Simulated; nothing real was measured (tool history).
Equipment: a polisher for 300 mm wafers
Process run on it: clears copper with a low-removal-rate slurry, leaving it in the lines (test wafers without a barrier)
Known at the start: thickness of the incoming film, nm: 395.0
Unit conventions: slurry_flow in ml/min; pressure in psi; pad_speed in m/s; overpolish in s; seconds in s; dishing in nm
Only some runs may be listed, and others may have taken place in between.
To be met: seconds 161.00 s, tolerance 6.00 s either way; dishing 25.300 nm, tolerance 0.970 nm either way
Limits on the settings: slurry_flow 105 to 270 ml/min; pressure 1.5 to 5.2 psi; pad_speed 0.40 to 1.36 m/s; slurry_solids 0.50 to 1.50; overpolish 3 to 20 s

run 1 day=0.000 | slurry_flow=175 pressure=3.3 pad_speed=0.88 slurry_solids=1.00 overpolish=10 | seconds=117.01 dishing=25.537
run 2 day=0.271 | slurry_flow=215 pressure=3.3 pad_speed=0.88 slurry_solids=1.00 overpolish=10 | seconds=111.22 dishing=25.961
run 3 day=0.400 | slurry_flow=215 pressure=3.3 pad_speed=0.88 slurry_solids=0.85 overpolish=10 | seconds=116.27 dishing=24.991
run 4 day=0.588 | slurry_flow=205 pressure=3.1 pad_speed=0.88 slurry_solids=0.85 overpolish=11 | seconds=123.42 dishing=25.447
run 5 day=0.871 | slurry_flow=205 pressure=3.1 pad_speed=1.04 slurry_solids=0.85 overpolish=11 | seconds=107.37 dishing=29.729
run 6 day=1.088 | slurry_flow=205 pressure=3.1 pad_speed=1.04 slurry_solids=0.85 overpolish=14 | seconds=106.56 dishing=36.662
run 7 day=1.283 | slurry_flow=195 pressure=2.8 pad_speed=1.04 slurry_solids=0.85 overpolish=14 | seconds=114.69 dishing=34.346
run 8 day=1.321 | slurry_flow=190 pressure=2.5 pad_speed=1.04 slurry_solids=0.85 overpolish=14 | seconds=129.33 dishing=30.800
run 9 day=1.429 | slurry_flow=185 pressure=2.4 pad_speed=1.04 slurry_solids=0.85 overpolish=14 | seconds=131.60 dishing=29.572
run 10 day=1.658 | slurry_flow=180 pressure=2.3 pad_speed=1.04 slurry_solids=0.85 overpolish=14 | seconds=136.86 dishing=28.586
run 11 day=2.012 | slurry_flow=175 pressure=2.2 pad_speed=1.04 slurry_solids=0.85 overpolish=14 | seconds=137.80 dishing=27.615
run 12 day=2.379 | slurry_flow=175 pressure=2.1 pad_speed=1.04 slurry_solids=0.85 overpolish=14 | seconds=145.74 dishing=27.242
run 13 day=2.583 | slurry_flow=175 pressure=2.0 pad_speed=1.04 slurry_solids=0.85 overpolish=14 | seconds=152.89 dishing=26.483

4 candidate next runs follow, results not yet known. Just one meets every target within its allowed miss. Identify it.
run A day=2.788 | slurry_flow=175 pressure=2.0 pad_speed=1.08 slurry_solids=0.80 overpolish=13 | seconds=? dishing=?
run B day=2.788 | slurry_flow=165 pressure=2.3 pad_speed=1.06 slurry_solids=0.70 overpolish=13 | seconds=? dishing=?
run C day=2.788 | slurry_flow=155 pressure=1.8 pad_speed=1.02 slurry_solids=0.75 overpolish=15 | seconds=? dishing=?
run D day=2.788 | slurry_flow=180 pressure=1.7 pad_speed=1.14 slurry_solids=0.80 overpolish=14 | seconds=? dishing=?

move=A seconds=150.98 dishing=24.787
move=B seconds=146.71 dishing=25.564
move=C seconds=179.07 dishing=24.091
move=D seconds=160.30 dishing=24.943
A: the biggest miss grows against the last run
B: the biggest miss grows against the last run
C: pushes the last run's worst result past its target
D: all results land within tolerance of their targets
Go with D: it meets all targets.
